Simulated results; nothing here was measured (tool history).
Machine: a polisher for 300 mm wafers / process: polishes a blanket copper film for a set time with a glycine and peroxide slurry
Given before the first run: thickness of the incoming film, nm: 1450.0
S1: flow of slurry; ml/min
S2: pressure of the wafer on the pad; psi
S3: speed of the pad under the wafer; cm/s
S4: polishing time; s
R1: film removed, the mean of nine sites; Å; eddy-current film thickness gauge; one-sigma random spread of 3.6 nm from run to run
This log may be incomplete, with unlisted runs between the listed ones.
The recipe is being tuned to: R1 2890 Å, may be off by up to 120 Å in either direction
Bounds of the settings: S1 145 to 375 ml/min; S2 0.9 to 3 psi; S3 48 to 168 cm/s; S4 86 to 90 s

run	hour	S1	S2	S3	S4	R1
1	0	240	1.9	108	86	4083.3
2	5.9	240	1.7	108	86	3743
3	8.9	240	1.6	108	86	3625
4	9.9	260	1.6	108	86	3602
5	15.8	260	2	108	86	4279.8
6	23.1	260	2	108	90	4469
7	28.1	260	1.8	106	90	4078.4
# hour 30.3: slurry nozzle cleaned
8	30.3	260	1.6	106	90	3994.9
9	32.5	260	1	78	89	2333.7
10	36.4	260	1.1	78	89	2498.8
11	44.9	260	1.2	78	89	2618.3
12	48.3	260	1.3	78	89	2741.3

5 next moves are on the table. One of them brings every result within its allowed miss. Which?
A	51.7	255	1.4	76	90	?
B	51.7	260	1.4	72	86	?
C	51.7	145	1.2	90	90	?
D	51.7	270	1.2	70	86	?
E	51.7	270	1.2	78	87	?

move	R1
A	2874.4
B	2663.1
C	2720
D	2391.7
E	2573
A: meets every target
B: the biggest miss grows against the last run
C: the biggest miss grows against the last run
D: the biggest miss grows against the last run
E: the biggest miss grows against the last run
A is the move that brings every result within its allowed miss.
